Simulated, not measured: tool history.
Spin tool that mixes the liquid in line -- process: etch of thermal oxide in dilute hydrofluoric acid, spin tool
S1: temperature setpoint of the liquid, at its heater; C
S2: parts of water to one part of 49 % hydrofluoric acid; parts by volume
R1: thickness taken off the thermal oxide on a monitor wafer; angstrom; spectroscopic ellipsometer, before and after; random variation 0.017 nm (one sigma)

Run 1, day 0: S1 24 C, S2 245 parts by volume, time under the liquid (s) 55. Result: R1 9.0966 angstrom.
Run 2, day 0.042: S1 24.5 C, S2 240 parts by volume, time under the liquid (s) 55. Result: R1 9.4856 angstrom.
Run 3, day 0.112: S1 25 C, S2 235 parts by volume, time under the liquid (s) 55. Result: R1 9.961 angstrom.
Run 4, day 0.183: S1 25 C, S2 235 parts by volume, time under the liquid (s) 55. Result: R1 10.246 angstrom.
Run 5, day 0.292: S1 25 C, S2 235 parts by volume, time under the liquid (s) 35. Result: R1 6.2097 angstrom.
Run 6, day 0.533: S1 28.5 C, S2 235 parts by volume, time under the liquid (s) 35. Result: R1 7.3397 angstrom.
Run 7, day 0.792: S1 28.5 C, S2 220 parts by volume, time under the liquid (s) 35. Result: R1 7.6962 angstrom.
Run 8, day 1.042: S1 28.5 C, S2 205 parts by volume, time under the liquid (s) 35. Result: R1 8.4842 angstrom.

The next listed run, before its measurement:
Run 9, day 1.246: S1 28.5 C, S2 195 parts by volume, time under the liquid (s) 35. Result: R1 ?.

R1: 8.9197 angstrom
